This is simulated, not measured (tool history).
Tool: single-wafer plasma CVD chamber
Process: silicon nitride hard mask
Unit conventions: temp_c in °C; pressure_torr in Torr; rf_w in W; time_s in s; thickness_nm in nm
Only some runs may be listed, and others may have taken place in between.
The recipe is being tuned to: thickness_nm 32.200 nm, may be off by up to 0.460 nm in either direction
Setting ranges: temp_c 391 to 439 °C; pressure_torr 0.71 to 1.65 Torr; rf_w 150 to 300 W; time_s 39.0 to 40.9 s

Run 1, hour 0.0: temp_c 415 °C, pressure_torr 1.18 Torr, rf_w 225 W, time_s 40.9 s. Result: thickness_nm 36.414 nm.
Run 2, hour 2.8: temp_c 415 °C, pressure_torr 1.11 Torr, rf_w 225 W, time_s 40.9 s. Result: thickness_nm 35.505 nm.
Run 3, hour 10.3: temp_c 415 °C, pressure_torr 1.06 Torr, rf_w 225 W, time_s 40.9 s. Result: thickness_nm 35.013 nm.
Run 4, hour 16.8: temp_c 408 °C, pressure_torr 1.06 Torr, rf_w 225 W, time_s 40.9 s. Result: thickness_nm 35.032 nm.
Run 5, hour 20.9: temp_c 408 °C, pressure_torr 1.02 Torr, rf_w 225 W, time_s 40.9 s. Result: thickness_nm 34.540 nm.
Run 6, hour 28.6: temp_c 408 °C, pressure_torr 0.94 Torr, rf_w 225 W, time_s 40.9 s. Result: thickness_nm 33.378 nm.
Run 7, hour 30.5: temp_c 408 °C, pressure_torr 0.94 Torr, rf_w 225 W, time_s 40.9 s. Result: thickness_nm 33.382 nm.
Run 8, hour 35.3: temp_c 408 °C, pressure_torr 0.92 Torr, rf_w 225 W, time_s 40.9 s. Result: thickness_nm 32.992 nm.
Run 9, hour 38.8: temp_c 408 °C, pressure_torr 0.83 Torr, rf_w 225 W, time_s 40.9 s. Result: thickness_nm 31.554 nm.
Run 10, hour 45.5: temp_c 408 °C, pressure_torr 0.84 Torr, rf_w 225 W, time_s 40.9 s. Result: thickness_nm 31.707 nm.

Which one of the following 5 next-run settings gets every result inside its allowed miss? There is exactly one.
Run A, hour 52.2: temp_c 407 °C, pressure_torr 0.77 Torr, rf_w 235 W, time_s 40.9 s. Result: thickness_nm ?.
Run B, hour 52.2: temp_c 411 °C, pressure_torr 0.83 Torr, rf_w 235 W, time_s 39.1 s. Result: thickness_nm ?.
Run C, hour 52.2: temp_c 409 °C, pressure_torr 0.88 Torr, rf_w 220 W, time_s 39.5 s. Result: thickness_nm ?.
Run D, hour 52.2: temp_c 404 °C, pressure_torr 0.83 Torr, rf_w 225 W, time_s 40.2 s. Result: thickness_nm ?.
Run E, hour 52.2: temp_c 415 °C, pressure_torr 0.93 Torr, rf_w 235 W, time_s 39.0 s. Result: thickness_nm ?.

move  thickness_nm
   A        31.188
   B        30.906
   C        30.922
   D        31.109
   E        32.395
A: moves away from the targets compared with the last run
B: moves away from the targets compared with the last run
C: moves away from the targets compared with the last run
D: moves away from the targets compared with the last run
E: every result lands within tolerance
Go with E: it meets all targets.
